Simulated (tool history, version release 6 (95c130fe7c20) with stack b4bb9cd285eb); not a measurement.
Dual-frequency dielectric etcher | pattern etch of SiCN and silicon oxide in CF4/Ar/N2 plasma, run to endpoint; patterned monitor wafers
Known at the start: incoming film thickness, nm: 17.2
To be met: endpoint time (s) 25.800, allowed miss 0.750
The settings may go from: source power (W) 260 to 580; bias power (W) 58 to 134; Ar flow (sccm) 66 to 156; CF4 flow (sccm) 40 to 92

run  hour  source power (W)  bias power (W)  Ar flow (sccm)  CF4 flow (sccm)  endpoint time (s)
  1   0.0               420              96             111               66             18.129
  2   2.4               360              96             111               66             21.370
  3   3.5               360              96             129               66             21.740
  4  10.3               420              96             129               66             18.178
  5  10.8               400              96             129               66             19.278
  6  16.7               390              96             129               66             19.807
  7  20.1               380              96             129               66             20.293
  8  28.7               370              96             129               66             20.961
  9  35.4               360              96             129               66             21.621
 10  39.4               350              96             129               66             22.752
 11  43.8               330              95             129               66             24.173

5 next moves are on the table. One of them brings every result within its allowed miss. Which?
  A  48.2               370              79             147               68                  ?
  B  48.2               340              94             128               65                  ?
  C  48.2               340             100             156               58                  ?
  D  48.2               330             105             147               63                  ?
  E  48.2               320              92             130               68                  ?

move  endpoint time (s)
   A             23.619
   B             23.361
   C             23.575
   D             23.306
   E             25.318
A: further off than the last run
B: further off than the last run
C: further off than the last run
D: further off than the last run
E: meets every target
Move E is the one to make.

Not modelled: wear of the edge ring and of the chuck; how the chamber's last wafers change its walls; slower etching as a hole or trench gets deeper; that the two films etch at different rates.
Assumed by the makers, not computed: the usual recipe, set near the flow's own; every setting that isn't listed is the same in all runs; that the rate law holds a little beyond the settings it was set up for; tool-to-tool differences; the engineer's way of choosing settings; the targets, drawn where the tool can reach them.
